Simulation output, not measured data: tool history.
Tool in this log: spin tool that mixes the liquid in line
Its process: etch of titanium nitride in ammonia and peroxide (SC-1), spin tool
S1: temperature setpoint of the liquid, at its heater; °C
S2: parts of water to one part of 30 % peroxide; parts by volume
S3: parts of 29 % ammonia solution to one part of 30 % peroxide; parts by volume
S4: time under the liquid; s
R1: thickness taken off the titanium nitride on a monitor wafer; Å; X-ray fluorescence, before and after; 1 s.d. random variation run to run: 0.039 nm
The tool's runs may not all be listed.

Run 1, day 0.000: S1 51.0 °C, S2 21 parts by volume, S3 0.45 parts by volume, S4 260 s. Result: R1 93.000 Å.
Run 2, day 0.154: S1 48.5 °C, S2 21 parts by volume, S3 0.45 parts by volume, S4 260 s. Result: R1 78.392 Å.
Run 3, day 0.246: S1 48.5 °C, S2 21 parts by volume, S3 0.50 parts by volume, S4 260 s. Result: R1 79.017 Å.
Run 4, day 0.396: S1 47.0 °C, S2 21 parts by volume, S3 0.50 parts by volume, S4 260 s. Result: R1 71.554 Å.
Run 5, day 0.658: S1 47.0 °C, S2 21 parts by volume, S3 0.50 parts by volume, S4 260 s. Result: R1 70.802 Å.
Run 6, day 0.775: S1 47.0 °C, S2 15 parts by volume, S3 0.50 parts by volume, S4 260 s. Result: R1 85.182 Å.
Run 7, day 1.038: S1 45.0 °C, S2 15 parts by volume, S3 0.50 parts by volume, S4 260 s. Result: R1 75.103 Å.
Run 8, day 1.212: S1 43.5 °C, S2 15 parts by volume, S3 0.50 parts by volume, S4 260 s. Result: R1 67.237 Å.
Run 9, day 1.246: S1 42.5 °C, S2 15 parts by volume, S3 0.50 parts by volume, S4 260 s. Result: R1 62.269 Å.

Forecast run 10:
Run 10, day 1.317: S1 42.0 °C, S2 15 parts by volume, S3 0.50 parts by volume, S4 260 s. Result: R1 ?.

{"run 10": {"R1": 60.852}}
